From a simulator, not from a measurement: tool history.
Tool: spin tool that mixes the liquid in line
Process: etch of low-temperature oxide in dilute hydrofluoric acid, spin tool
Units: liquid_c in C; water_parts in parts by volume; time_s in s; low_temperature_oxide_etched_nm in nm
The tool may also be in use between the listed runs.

run,hour,liquid_c,water_parts,time_s,low_temperature_oxide_etched_nm
1,0,24,65,110,29.169
2,3.4,24,85,110,22.038
3,5.8,26,80,110,25.389
4,9.7,26,65,110,32.007
5,17.8,27.5,65,110,33.822
6,20.9,26,65,110,31.911
7,22.8,27.5,65,110,33.564

Forecast run 8:
8,29.9,28.5,65,110,?

Run 8 gave low_temperature_oxide_etched_nm 35.329 nm.
